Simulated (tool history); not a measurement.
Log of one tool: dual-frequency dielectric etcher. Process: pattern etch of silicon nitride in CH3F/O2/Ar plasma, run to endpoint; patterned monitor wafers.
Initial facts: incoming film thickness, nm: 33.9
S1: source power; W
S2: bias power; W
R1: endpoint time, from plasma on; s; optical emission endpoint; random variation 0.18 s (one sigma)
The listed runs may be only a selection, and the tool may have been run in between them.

run 1 hour=0.0 | S1=400 S2=68 | R1=51.366
run 2 hour=3.6 | S1=430 S2=69 | R1=49.823
run 3 hour=12.6 | S1=460 S2=70 | R1=48.202
run 4 hour=21.5 | S1=460 S2=58 | R1=51.197
run 5 hour=25.5 | S1=520 S2=58 | R1=48.658
run 6 hour=32.9 | S1=530 S2=60 | R1=48.068

What will run 7 give?
run 7 hour=36.7 | S1=540 S2=62 | R1=?

Run 7 produced R1 46.938 s.

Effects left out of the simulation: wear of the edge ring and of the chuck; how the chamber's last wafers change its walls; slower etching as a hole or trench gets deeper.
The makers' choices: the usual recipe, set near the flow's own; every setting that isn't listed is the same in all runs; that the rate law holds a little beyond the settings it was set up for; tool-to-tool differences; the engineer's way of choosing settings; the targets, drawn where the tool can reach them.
